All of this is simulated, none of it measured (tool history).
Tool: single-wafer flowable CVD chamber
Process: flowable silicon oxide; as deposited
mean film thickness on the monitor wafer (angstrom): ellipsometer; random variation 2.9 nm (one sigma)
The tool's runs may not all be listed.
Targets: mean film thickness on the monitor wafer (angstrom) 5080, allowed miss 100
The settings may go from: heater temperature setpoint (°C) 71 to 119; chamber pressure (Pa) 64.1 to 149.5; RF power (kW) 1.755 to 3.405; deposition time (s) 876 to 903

run  hour  heater temperature setpoint (°C)  chamber pressure (Pa)  RF power (kW)  deposition time (s)  mean film thickness on the monitor wafer (angstrom)
  1     0                                95                  106.8           2.58                  876                                               6655.2
  2   7.2                                88                  106.8           2.58                  876                                               8217.9
  3   7.9                                91                  106.7           2.58                  876                                               7506.4
  4  14.7                                94                  106.7           2.58                  876                                               6835.4
  5  16.3                                96                  106.7           2.58                  876                                               6430.3
  6    22                                96                  106.7           2.58                  903                                               6728.9
  7  23.4                                98                  106.7           2.58                  903                                               6291.7
  8  31.1                                99                  106.7           2.58                  903                                               6137.6
  9  34.6                               100                  106.7           2.58                  903                                               5973.7
 10  41.7                               101                  106.7           2.58                  903                                                 5754
 11  47.6                               101                  106.7           2.58                  903                                               5773.5
 12  48.3                               101                  106.7           2.58                  903                                               5795.3
 13  55.7                               102                  106.7           2.58                  903                                               5592.2
     62.3  -- capacitance manometer re-zeroed and calibrated
 14  62.3                               103                  106.7           2.58                  903                                               5218.8

5 next moves are on the table. One of them brings every result within its allowed miss. Which?
  A  68.9                                98                   96.3          2.835                  879                                                    ?
  B  68.9                               103                  107.7           2.56                  903                                                    ?
  C  68.9                               107                  118.1          2.475                  903                                                    ?
  D  68.9                                93                   84.1           1.92                  903                                                    ?
  E  68.9                                99                  100.5           2.33                  903                                                    ?

move  mean film thickness on the monitor wafer (angstrom)
   A                                               5376.5
   B                                               5277.1
   C                                               5107.2
   D                                               5360.7
   E                                               5486.3
A: further off than the last run
B: further off than the last run
C: meets every target
D: further off than the last run
E: further off than the last run
Answer: C

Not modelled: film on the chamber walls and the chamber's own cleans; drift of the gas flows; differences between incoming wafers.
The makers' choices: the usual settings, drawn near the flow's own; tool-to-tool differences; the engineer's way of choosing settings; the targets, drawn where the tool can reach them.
